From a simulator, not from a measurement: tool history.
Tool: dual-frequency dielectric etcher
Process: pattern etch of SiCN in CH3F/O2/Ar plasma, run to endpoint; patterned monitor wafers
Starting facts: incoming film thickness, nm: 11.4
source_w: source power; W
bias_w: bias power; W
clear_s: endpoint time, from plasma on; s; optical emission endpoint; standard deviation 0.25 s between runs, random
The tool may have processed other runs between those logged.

run  hour  source_w  bias_w  clear_s
  1     0       500      96   24.091
  2   3.5       500     112   22.387
  3   5.6       450     102   24.138
  4  12.8       450     119   23.123
  5  20.5       410     119   23.955
  6    28       380     108    25.76
  7  32.5       360     103   26.601
  8  40.2       340      99   27.585

Estimate the outcome of run 9 from the log above:
  9  48.1       330      96        ?

clear_s: 27.92 s
